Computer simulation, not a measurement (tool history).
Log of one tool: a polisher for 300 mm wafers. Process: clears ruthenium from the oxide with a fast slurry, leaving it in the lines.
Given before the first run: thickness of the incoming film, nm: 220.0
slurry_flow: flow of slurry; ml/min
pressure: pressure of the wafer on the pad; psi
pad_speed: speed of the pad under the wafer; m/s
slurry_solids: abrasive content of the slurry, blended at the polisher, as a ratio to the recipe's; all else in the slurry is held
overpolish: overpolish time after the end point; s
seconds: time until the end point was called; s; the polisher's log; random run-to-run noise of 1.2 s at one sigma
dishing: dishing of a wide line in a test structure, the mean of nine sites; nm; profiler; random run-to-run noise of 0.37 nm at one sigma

{"run": 1, "hour": 0.0, "slurry_flow": 250, "pressure": 2.1, "pad_speed": 1.2, "slurry_solids": 1.0, "overpolish": 17, "seconds": 71.068, "dishing": 32.762}
{"run": 2, "hour": 5.0, "slurry_flow": 250, "pressure": 2.0, "pad_speed": 1.2, "slurry_solids": 1.0, "overpolish": 17, "seconds": 75.089, "dishing": 31.336}
{"run": 3, "hour": 6.9, "slurry_flow": 250, "pressure": 2.0, "pad_speed": 0.92, "slurry_solids": 1.0, "overpolish": 17, "seconds": 96.443, "dishing": 25.975}
{"run": 4, "hour": 7.7, "slurry_flow": 250, "pressure": 2.3, "pad_speed": 0.92, "slurry_solids": 1.0, "overpolish": 17, "seconds": 83.789, "dishing": 28.792}
{"run": 5, "hour": 16.2, "slurry_flow": 250, "pressure": 2.3, "pad_speed": 0.92, "slurry_solids": 1.0, "overpolish": 13, "seconds": 84.713, "dishing": 23.513}
{"hour": 20.4, "done": "slurry nozzle cleaned"}
{"run": 6, "hour": 20.4, "slurry_flow": 250, "pressure": 2.0, "pad_speed": 0.92, "slurry_solids": 1.0, "overpolish": 13, "seconds": 91.953, "dishing": 22.191}

Estimate the outcome of run 7 from the log above:
{"run": 7, "hour": 28.4, "slurry_flow": 250, "pressure": 2.0, "pad_speed": 0.92, "slurry_solids": 1.0, "overpolish": 14, "seconds": "?", "dishing": "?"}

seconds: 91.613 s
dishing: 24.187 nm
